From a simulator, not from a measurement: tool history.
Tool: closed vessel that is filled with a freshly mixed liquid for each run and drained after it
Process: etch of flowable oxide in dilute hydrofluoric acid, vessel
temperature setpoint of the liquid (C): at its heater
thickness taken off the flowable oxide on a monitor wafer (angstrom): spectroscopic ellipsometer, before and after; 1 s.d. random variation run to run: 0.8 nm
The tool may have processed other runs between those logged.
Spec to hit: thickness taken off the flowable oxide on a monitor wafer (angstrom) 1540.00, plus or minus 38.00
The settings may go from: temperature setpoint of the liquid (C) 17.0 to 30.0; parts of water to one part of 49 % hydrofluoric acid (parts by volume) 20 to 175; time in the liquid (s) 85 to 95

| run | hour | temperature setpoint of the liquid (C) | parts of water to one part of 49 % hydrofluoric acid (parts by volume) | time in the liquid (s) | thickness taken off the flowable oxide on a monitor wafer (angstrom) |
|---|---|---|---|---|---|
| 1 | 0.0 | 22.0 | 95 | 85 | 388.76 |
| 2 | 2.8 | 25.5 | 95 | 85 | 447.96 |
| 3 | 6.6 | 25.5 | 95 | 85 | 446.95 |
| 4 | 15.2 | 26.5 | 75 | 85 | 596.02 |
| 5 | 23.5 | 27.5 | 60 | 85 | 799.29 |
| 6 | 30.8 | 27.5 | 90 | 85 | 509.61 |
| 7 | 34.1 | 28.0 | 75 | 85 | 640.52 |
| 8 | 40.5 | 28.5 | 60 | 85 | 831.43 |
| 9 | 47.3 | 29.0 | 50 | 85 | 1034.80 |
| 10 | 55.1 | 30.0 | 25 | 85 | 2236.50 |
| 11 | 59.9 | 28.0 | 25 | 85 | 2068.40 |

Below are 5 possible settings for the next run. Only one of them brings all results inside the allowed miss of their targets. Which is it?
| A | 64.7 | 27.5 | 30 | 85 | ? |
| B | 64.7 | 28.0 | 35 | 95 | ? |
| C | 64.7 | 27.0 | 30 | 85 | ? |
| D | 64.7 | 29.5 | 35 | 85 | ? |
| E | 64.7 | 29.0 | 35 | 90 | ? |

| move | thickness taken off the flowable oxide on a monitor wafer (angstrom) |
|---|---|
| A | 1655.30 |
| B | 1606.30 |
| C | 1621.80 |
| D | 1526.50 |
| E | 1584.30 |
A: an improvement on the last run, though not all results are within tolerance
B: an improvement on the last run, though not all results are within tolerance
C: an improvement on the last run, though not all results are within tolerance
D: each result inside its tolerance
E: an improvement on the last run, though not all results are within tolerance
Go with D: it meets all targets.
